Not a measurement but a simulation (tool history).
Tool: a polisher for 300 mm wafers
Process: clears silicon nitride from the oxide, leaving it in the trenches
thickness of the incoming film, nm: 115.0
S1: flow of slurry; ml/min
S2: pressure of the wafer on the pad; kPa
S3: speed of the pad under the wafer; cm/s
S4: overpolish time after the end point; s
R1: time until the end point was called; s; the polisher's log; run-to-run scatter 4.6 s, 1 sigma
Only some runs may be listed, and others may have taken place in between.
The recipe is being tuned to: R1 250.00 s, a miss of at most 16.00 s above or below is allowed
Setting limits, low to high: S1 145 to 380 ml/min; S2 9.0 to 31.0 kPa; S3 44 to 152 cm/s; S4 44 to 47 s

run	hour	S1	S2	S3	S4	R1
1	0.0	245	20.0	98	44	162.48
2	8.7	200	20.0	98	44	168.37
3	16.3	200	22.8	98	44	154.84
4	23.2	200	22.8	84	44	176.57
5	26.4	200	20.7	82	44	201.68
6	32.7	200	20.7	82	44	195.74
7	39.6	200	19.3	80	44	217.20
# hour 42.9: slurry nozzle cleaned
8	42.9	200	19.3	80	44	196.77
9	51.6	200	17.9	74	44	227.17
10	60.0	200	17.2	74	44	223.81

Which one of the following 5 next-run settings gets every result inside its allowed miss? There is exactly one.
A	68.4	260	16.5	82	44	?
B	68.4	175	20.7	72	46	?
C	68.4	180	19.3	78	47	?
D	68.4	175	15.9	96	44	?
E	68.4	190	15.9	72	44	?

move	R1
A	212.23
B	220.04
C	211.67
D	194.32
E	254.09
A: the biggest miss grows against the last run
B: the biggest miss grows against the last run
C: the biggest miss grows against the last run
D: the biggest miss grows against the last run
E: every result lands within tolerance
The right move is E.

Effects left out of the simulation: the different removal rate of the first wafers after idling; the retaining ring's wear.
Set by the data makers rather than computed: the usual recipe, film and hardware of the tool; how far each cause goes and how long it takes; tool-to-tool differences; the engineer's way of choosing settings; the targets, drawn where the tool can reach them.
